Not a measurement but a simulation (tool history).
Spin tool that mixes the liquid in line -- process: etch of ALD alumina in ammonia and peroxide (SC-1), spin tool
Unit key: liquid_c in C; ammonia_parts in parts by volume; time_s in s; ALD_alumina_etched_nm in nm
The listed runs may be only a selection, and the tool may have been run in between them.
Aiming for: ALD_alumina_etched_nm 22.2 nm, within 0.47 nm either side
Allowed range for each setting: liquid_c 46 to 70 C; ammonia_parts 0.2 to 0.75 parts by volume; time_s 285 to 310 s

run,day,liquid_c,ammonia_parts,time_s,ALD_alumina_etched_nm
1,0,62,0.45,285,32.699
2,0.342,59.5,0.45,285,28.901
3,0.675,58,0.45,285,26.62
4,0.854,62,0.45,285,32.876
5,0.992,62,0.4,285,32.304
6,1.142,62,0.4,310,35.226
7,1.217,59,0.4,310,30.217
8,1.433,57.5,0.4,310,27.991
9,1.646,56,0.4,310,25.881
10,1.946,55,0.4,310,24.52
11,2.267,54.5,0.4,310,23.986
12,2.329,54,0.4,310,23.319

Exercise: of the 4 proposed moves below, exactly one satisfies all targets within the stated allowed misses. Which move is it?
A,2.392,54.5,0.35,290,?
B,2.392,57,0.4,285,?
C,2.392,56,0.45,295,?
D,2.392,58,0.3,285,?

move,ALD_alumina_etched_nm
A,22.081
B,25.083
C,24.91
D,25.717
A: all results in spec
B: further off than the last run
C: further off than the last run
D: further off than the last run
The right move is A.
